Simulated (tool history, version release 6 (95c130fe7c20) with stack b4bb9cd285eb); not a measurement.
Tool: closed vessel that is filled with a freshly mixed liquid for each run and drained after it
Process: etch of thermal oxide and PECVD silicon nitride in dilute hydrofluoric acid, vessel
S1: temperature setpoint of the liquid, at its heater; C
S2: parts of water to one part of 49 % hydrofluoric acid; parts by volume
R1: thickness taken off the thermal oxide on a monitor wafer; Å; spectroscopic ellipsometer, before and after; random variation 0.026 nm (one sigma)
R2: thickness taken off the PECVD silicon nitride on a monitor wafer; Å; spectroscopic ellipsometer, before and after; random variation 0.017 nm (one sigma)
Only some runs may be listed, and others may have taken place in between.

Run 1, hour 0.0: S1 25.0 C, S2 205 parts by volume, time in the liquid (s) 440. Result: R1 94.029 Å, R2 61.402 Å.
Run 2, hour 5.1: S1 23.0 C, S2 230 parts by volume, time in the liquid (s) 435. Result: R1 74.497 Å, R2 47.788 Å.
Run 3, hour 7.4: S1 23.0 C, S2 265 parts by volume, time in the liquid (s) 435. Result: R1 62.559 Å, R2 41.984 Å.
Run 4, hour 16.0: S1 23.0 C, S2 335 parts by volume, time in the liquid (s) 435. Result: R1 46.832 Å, R2 32.814 Å.
Run 5, hour 19.2: S1 23.0 C, S2 300 parts by volume, time in the liquid (s) 435. Result: R1 53.387 Å, R2 37.594 Å.
Run 6, hour 26.6: S1 23.0 C, S2 300 parts by volume, time in the liquid (s) 595. Result: R1 73.348 Å, R2 50.175 Å.

Run 7, settings as shown, results not yet in. Your forecast:
Run 7, hour 34.4: S1 21.5 C, S2 305 parts by volume, time in the liquid (s) 555. Result: R1 ?, R2 ?.

Logged for run 7: R1 63.838 Å, R2 42.265 Å.

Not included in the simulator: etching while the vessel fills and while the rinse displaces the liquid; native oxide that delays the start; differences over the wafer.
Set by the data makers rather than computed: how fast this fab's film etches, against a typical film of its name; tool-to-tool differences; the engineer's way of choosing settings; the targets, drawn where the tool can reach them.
